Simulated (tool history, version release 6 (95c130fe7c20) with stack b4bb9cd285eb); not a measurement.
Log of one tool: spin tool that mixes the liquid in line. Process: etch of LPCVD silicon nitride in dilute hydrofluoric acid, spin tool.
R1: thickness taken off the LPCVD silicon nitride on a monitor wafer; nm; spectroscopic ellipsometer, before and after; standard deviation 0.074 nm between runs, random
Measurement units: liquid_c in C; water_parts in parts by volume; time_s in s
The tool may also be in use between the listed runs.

run 1 hour=0 | liquid_c=20 water_parts=80 time_s=285 | R1=0.99307
run 2 hour=6.9 | liquid_c=20 water_parts=80 time_s=305 | R1=1.1275
run 3 hour=7.6 | liquid_c=17 water_parts=80 time_s=305 | R1=0.92677
run 4 hour=15.7 | liquid_c=18 water_parts=75 time_s=305 | R1=1.1056
run 5 hour=23.8 | liquid_c=18 water_parts=75 time_s=305 | R1=0.99225
run 6 hour=25.3 | liquid_c=19 water_parts=70 time_s=305 | R1=1.2505
run 7 hour=34 | liquid_c=19.5 water_parts=70 time_s=305 | R1=1.2471
run 8 hour=39.9 | liquid_c=20 water_parts=70 time_s=305 | R1=1.2429

Run 9 is up next; what results do you expect?
run 9 hour=42.5 | liquid_c=20 water_parts=70 time_s=305 | R1=?

For run 9 the tool returned R1 1.1867 nm.
